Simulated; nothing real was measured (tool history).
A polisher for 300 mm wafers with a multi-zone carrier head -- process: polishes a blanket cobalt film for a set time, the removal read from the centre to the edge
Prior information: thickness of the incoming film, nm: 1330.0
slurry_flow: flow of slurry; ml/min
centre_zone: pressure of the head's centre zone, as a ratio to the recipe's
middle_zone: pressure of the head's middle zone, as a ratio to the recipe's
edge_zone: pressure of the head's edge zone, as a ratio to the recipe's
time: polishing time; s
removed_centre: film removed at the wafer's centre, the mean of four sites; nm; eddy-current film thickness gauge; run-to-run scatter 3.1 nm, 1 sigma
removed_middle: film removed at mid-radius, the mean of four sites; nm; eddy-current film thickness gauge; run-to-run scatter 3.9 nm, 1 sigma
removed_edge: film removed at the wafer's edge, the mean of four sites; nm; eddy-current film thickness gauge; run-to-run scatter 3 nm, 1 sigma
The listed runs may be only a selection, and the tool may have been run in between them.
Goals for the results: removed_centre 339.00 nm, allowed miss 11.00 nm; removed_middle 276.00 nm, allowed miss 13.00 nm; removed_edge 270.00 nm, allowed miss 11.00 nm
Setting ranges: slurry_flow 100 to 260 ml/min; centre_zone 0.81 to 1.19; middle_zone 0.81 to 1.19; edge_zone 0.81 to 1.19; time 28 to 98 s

run 1 hour=0.0 | slurry_flow=165 centre_zone=1.00 middle_zone=1.00 edge_zone=1.00 time=63 | removed_centre=248.46 removed_middle=241.14 removed_edge=238.88
run 2 hour=7.9 | slurry_flow=165 centre_zone=1.00 middle_zone=1.00 edge_zone=1.00 time=74 | removed_centre=284.37 removed_middle=288.79 removed_edge=280.12
run 3 hour=14.0 | slurry_flow=165 centre_zone=1.00 middle_zone=1.03 edge_zone=1.00 time=74 | removed_centre=288.84 removed_middle=284.95 removed_edge=277.90
run 4 hour=15.4 | slurry_flow=135 centre_zone=1.00 middle_zone=1.03 edge_zone=1.00 time=74 | removed_centre=274.83 removed_middle=276.43 removed_edge=268.27
run 5 hour=16.1 | slurry_flow=150 centre_zone=1.04 middle_zone=1.02 edge_zone=1.00 time=73 | removed_centre=282.37 removed_middle=284.94 removed_edge=276.24
run 6 hour=19.8 | slurry_flow=150 centre_zone=1.04 middle_zone=1.02 edge_zone=0.95 time=73 | removed_centre=290.27 removed_middle=288.10 removed_edge=269.26
run 7 hour=26.8 | slurry_flow=170 centre_zone=1.07 middle_zone=0.97 edge_zone=0.93 time=71 | removed_centre=294.44 removed_middle=267.35 removed_edge=260.33
run 8 hour=30.7 | slurry_flow=180 centre_zone=1.09 middle_zone=0.96 edge_zone=0.92 time=71 | removed_centre=306.22 removed_middle=262.54 removed_edge=262.10
run 9 hour=39.5 | slurry_flow=190 centre_zone=1.10 middle_zone=0.97 edge_zone=0.92 time=71 | removed_centre=302.88 removed_middle=271.29 removed_edge=263.95
run 10 hour=46.7 | slurry_flow=195 centre_zone=1.12 middle_zone=0.96 edge_zone=0.91 time=71 | removed_centre=320.57 removed_middle=271.03 removed_edge=256.92
run 11 hour=49.7 | slurry_flow=200 centre_zone=1.12 middle_zone=0.95 edge_zone=0.92 time=71 | removed_centre=314.01 removed_middle=275.02 removed_edge=261.39
run 12 hour=53.7 | slurry_flow=200 centre_zone=1.13 middle_zone=0.94 edge_zone=0.92 time=72 | removed_centre=326.22 removed_middle=275.02 removed_edge=271.00

Of the 5 settings listed for the next run, only one would bring every result within its allowed miss of target. Which one?
run A hour=57.7 | slurry_flow=250 centre_zone=1.18 middle_zone=0.97 edge_zone=1.00 time=70 | removed_centre=? removed_middle=? removed_edge=?
run B hour=57.7 | slurry_flow=195 centre_zone=1.05 middle_zone=0.81 edge_zone=1.07 time=74 | removed_centre=? removed_middle=? removed_edge=?
run C hour=57.7 | slurry_flow=165 centre_zone=1.07 middle_zone=0.81 edge_zone=1.12 time=77 | removed_centre=? removed_middle=? removed_edge=?
run D hour=57.7 | slurry_flow=210 centre_zone=1.07 middle_zone=0.99 edge_zone=0.94 time=70 | removed_centre=? removed_middle=? removed_edge=?
run E hour=57.7 | slurry_flow=155 centre_zone=1.14 middle_zone=0.97 edge_zone=0.96 time=71 | removed_centre=? removed_middle=? removed_edge=?

move=A removed_centre=343.13 removed_middle=276.10 removed_edge=273.29
move=B removed_centre=311.14 removed_middle=243.84 removed_edge=291.18
move=C removed_centre=320.85 removed_middle=247.41 removed_edge=303.56
move=D removed_centre=303.73 removed_middle=275.16 removed_edge=262.14
move=E removed_centre=312.07 removed_middle=262.08 removed_edge=259.52
A: meets every target
B: moves away from the targets compared with the last run
C: moves away from the targets compared with the last run
D: moves away from the targets compared with the last run
E: moves away from the targets compared with the last run
A meets every target.

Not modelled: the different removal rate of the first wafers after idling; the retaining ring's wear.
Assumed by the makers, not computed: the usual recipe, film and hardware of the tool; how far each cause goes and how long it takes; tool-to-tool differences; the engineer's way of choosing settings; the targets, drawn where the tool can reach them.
